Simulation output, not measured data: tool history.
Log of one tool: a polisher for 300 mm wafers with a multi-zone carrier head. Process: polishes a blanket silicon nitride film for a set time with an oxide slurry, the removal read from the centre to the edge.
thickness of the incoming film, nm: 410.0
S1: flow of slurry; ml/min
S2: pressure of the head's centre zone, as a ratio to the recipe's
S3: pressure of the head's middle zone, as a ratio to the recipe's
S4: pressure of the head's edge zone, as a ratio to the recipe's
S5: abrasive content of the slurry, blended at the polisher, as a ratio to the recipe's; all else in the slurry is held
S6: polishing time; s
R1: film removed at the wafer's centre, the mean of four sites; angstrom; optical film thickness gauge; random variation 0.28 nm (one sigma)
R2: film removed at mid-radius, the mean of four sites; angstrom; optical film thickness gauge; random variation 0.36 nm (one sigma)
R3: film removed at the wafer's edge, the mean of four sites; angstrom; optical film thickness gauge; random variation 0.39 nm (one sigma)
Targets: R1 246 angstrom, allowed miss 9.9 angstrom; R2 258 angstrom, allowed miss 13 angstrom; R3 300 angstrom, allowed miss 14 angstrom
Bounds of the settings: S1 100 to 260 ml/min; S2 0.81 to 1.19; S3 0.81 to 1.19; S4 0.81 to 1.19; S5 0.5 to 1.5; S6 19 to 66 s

run,hour,S1,S2,S3,S4,S5,S6,R1,R2,R3
1,0,165,1,1,1,1,42,377.7,343.69,344.85
2,8.6,165,1,1,1,0.8,42,315.09,285.16,293.51
3,10.3,165,0.96,1,1,0.8,42,310.13,286.26,284.54
4,17.2,165,0.96,1,0.92,0.8,42,307.14,274.28,280
5,22.4,165,0.96,1,0.92,0.8,48,353.37,327.55,317.79
6,27.4,155,0.94,0.98,0.95,0.8,48,340.39,309.27,314.94
7,35.6,105,0.84,1.07,1.05,0.6,47,188.36,211.84,208.7
8,39,115,0.84,1.05,1.07,0.6,47,193.11,219.9,222.1
9,45,125,0.84,1.03,1.08,0.6,47,197.69,219.76,229.93
# hour 53.9: centre zone pressure recalibrated
10,53.9,135,0.84,1.02,1.09,0.6,47,183.64,224.12,227.25
11,56.2,100,0.91,0.92,1.14,0.85,49,274.5,288.75,349.38
12,58.1,100,0.9,0.92,1.13,0.85,49,266.93,279.75,341.24
13,65.6,100,0.9,0.92,1.12,0.85,49,271.3,286.13,338.19
14,74.2,100,0.9,0.92,1.11,0.85,49,271.96,292.16,344.07
15,78.8,105,0.9,0.93,1.12,0.85,49,277.48,293.11,350.36
16,86.5,115,0.89,0.88,1.03,0.6,48,187.89,195.47,223.39
17,90.9,130,0.9,0.88,1.05,0.6,48,196.01,198.86,235.91
18,94.6,140,0.9,0.9,1.07,0.6,48,203.51,201.59,237.87
19,98.3,135,0.9,0.91,1.08,0.6,48,198.22,206.2,236.93
20,101.1,140,0.9,0.92,1.09,0.6,48,201.81,208.6,240.22

Which of these 5 next moves meets every target?
A,103.9,105,0.91,0.87,1.19,0.75,46,?,?,?
B,103.9,145,0.94,0.84,1.1,0.7,53,?,?,?
C,103.9,165,0.81,1.19,0.91,0.65,38,?,?,?
D,103.9,160,0.87,1.11,1.09,0.65,49,?,?,?
E,103.9,105,0.93,0.97,1.17,0.7,51,?,?,?

move,R1,R2,R3
A,239.37,231.57,297.64
B,292.24,262.64,324.98
C,170.11,237.19,197.01
D,234.03,286.15,276.21
E,251.84,260.75,303.03
A: brings the result that was furthest off to its target, and leaves another outside
B: takes the result that was furthest off past its target
C: further off than the last run
D: nearer than the last run, and not there yet
E: meets every target
The right move is E.
